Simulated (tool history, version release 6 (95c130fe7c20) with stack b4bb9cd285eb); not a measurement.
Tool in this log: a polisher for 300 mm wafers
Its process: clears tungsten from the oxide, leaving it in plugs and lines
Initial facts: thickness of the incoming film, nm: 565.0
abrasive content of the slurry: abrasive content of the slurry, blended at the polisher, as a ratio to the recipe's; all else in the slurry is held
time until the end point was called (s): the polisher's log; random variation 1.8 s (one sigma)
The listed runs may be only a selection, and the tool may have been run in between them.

run,hour,flow of slurry (ml/min),pressure of the wafer on the pad (kPa),speed of the pad under the wafer (m/s),abrasive content of the slurry,overpolish time after the end point (s),time until the end point was called (s)
1,0.0,245,21.4,1.40,1.0,8,100.070
2,3.4,245,21.4,1.40,1.0,8,100.480
3,10.1,245,21.4,1.40,1.2,8,95.708
4,13.2,300,21.4,1.40,1.2,8,91.145
5,16.1,300,21.4,1.70,1.2,8,83.069
6,23.7,300,20.7,1.70,1.2,8,85.711
7,27.0,300,20.0,1.70,1.2,8,87.630

Predict the results of run 8:
8,32.2,300,19.3,1.70,1.2,8,?

{"run 8": {"time until the end point was called (s)": 89.536}}
